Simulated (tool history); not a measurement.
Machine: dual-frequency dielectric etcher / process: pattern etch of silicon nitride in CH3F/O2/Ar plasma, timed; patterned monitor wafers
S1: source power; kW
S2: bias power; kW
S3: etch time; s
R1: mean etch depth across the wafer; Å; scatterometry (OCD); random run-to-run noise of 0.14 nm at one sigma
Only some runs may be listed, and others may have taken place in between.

run 1 hour=0.0 | S1=0.460 S2=0.087 S3=49.5 | R1=396.82
run 2 hour=4.0 | S1=0.430 S2=0.083 S3=49.5 | R1=378.29
run 3 hour=7.6 | S1=0.430 S2=0.075 S3=49.5 | R1=366.27
run 4 hour=16.5 | S1=0.460 S2=0.075 S3=49.5 | R1=374.32
run 5 hour=22.1 | S1=0.490 S2=0.075 S3=49.5 | R1=382.60
run 6 hour=24.9 | S1=0.460 S2=0.073 S3=49.5 | R1=371.47
run 7 hour=33.0 | S1=0.430 S2=0.072 S3=49.5 | R1=364.29

Run 8 has not been measured yet. What should we expect?
run 8 hour=35.3 | S1=0.410 S2=0.069 S3=49.5 | R1=?

{"run 8": {"R1": 351.81}}

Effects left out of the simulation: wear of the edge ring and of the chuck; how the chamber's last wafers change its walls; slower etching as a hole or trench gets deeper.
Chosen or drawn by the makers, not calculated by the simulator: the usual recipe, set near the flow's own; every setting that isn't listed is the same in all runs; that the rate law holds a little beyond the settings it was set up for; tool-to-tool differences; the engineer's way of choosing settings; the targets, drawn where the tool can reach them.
